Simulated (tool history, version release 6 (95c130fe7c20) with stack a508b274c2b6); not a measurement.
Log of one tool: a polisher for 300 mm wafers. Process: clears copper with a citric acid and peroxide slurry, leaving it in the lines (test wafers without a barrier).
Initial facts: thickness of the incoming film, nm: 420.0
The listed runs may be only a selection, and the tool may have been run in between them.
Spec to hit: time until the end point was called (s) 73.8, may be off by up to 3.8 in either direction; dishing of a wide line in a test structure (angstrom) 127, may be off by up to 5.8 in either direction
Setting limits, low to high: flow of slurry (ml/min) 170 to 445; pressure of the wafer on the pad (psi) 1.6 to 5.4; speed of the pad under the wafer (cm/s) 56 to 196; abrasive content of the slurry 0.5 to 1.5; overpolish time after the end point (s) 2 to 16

| run | hour | flow of slurry (ml/min) | pressure of the wafer on the pad (psi) | speed of the pad under the wafer (cm/s) | abrasive content of the slurry | overpolish time after the end point (s) | time until the end point was called (s) | dishing of a wide line in a test structure (angstrom) |
|---|---|---|---|---|---|---|---|---|
| 1 | 0 | 285 | 3.5 | 126 | 1 | 8 | 109.08 | 210.39 |
| 2 | 6.5 | 285 | 3.7 | 128 | 1 | 6 | 105.57 | 174.25 |
| 3 | 14.3 | 325 | 3.7 | 128 | 1 | 6 | 103.15 | 170.05 |
| 4 | 21.8 | 325 | 4.2 | 128 | 1 | 6 | 91.768 | 191.37 |
| 5 | 29 | 325 | 4.5 | 128 | 1 | 6 | 89.39 | 200.25 |
| 6 | 29.6 | 355 | 4.3 | 136 | 1 | 5 | 86.262 | 174.9 |
| 7 | 32.4 | 380 | 4.3 | 142 | 1 | 4 | 82.162 | 149.53 |
| 8 | 39 | 390 | 4.3 | 144 | 1 | 4 | 79.113 | 151.43 |
| 9 | 39.9 | 390 | 4.3 | 144 | 1 | 4 | 81.057 | 147.02 |
| 10 | 46.7 | 390 | 4.3 | 144 | 1 | 4 | 81.398 | 151.63 |
| 11 | 51.4 | 395 | 4.3 | 146 | 1 | 4 | 81.002 | 152.25 |
| 12 | 54.1 | 400 | 4.4 | 148 | 1 | 4 | 77.308 | 157.27 |
| 13 | 62.7 | 445 | 4.4 | 148 | 0.95 | 2 | 74.959 | 83.451 |
| 14 | 71.5 | 415 | 4.5 | 148 | 0.95 | 2 | 75.057 | 83.589 |
| 15 | 78.9 | 335 | 4.8 | 148 | 0.95 | 6 | 73.522 | 231.93 |
| 16 | 85.9 | 335 | 4.8 | 148 | 0.95 | 6 | 72.468 | 225.27 |
| 17 | 92.4 | 345 | 4.8 | 150 | 0.85 | 6 | 73.916 | 227.6 |
| 18 | 98.4 | 345 | 4.9 | 150 | 0.75 | 5 | 74.559 | 194.26 |

4 candidate next runs follow, results not yet known. Just one meets every target within its allowed miss. Identify it.
| A | 104.4 | 210 | 4.9 | 160 | 0.85 | 3 | ? | ? |
| B | 104.4 | 440 | 4.6 | 148 | 0.8 | 9 | ? | ? |
| C | 104.4 | 345 | 5.4 | 150 | 0.5 | 4 | ? | ? |
| D | 104.4 | 360 | 5.4 | 142 | 0.65 | 8 | ? | ? |

| move | time until the end point was called (s) | dishing of a wide line in a test structure (angstrom) |
|---|---|---|
| A | 72.636 | 126.63 |
| B | 77.544 | 299.9 |
| C | 76.821 | 155.79 |
| D | 75.949 | 279.39 |
A: all results land within tolerance of their targets
B: moves away from the targets compared with the last run
C: an improvement on the last run, though not all results are within tolerance
D: moves away from the targets compared with the last run
A is the move that brings every result within its allowed miss.
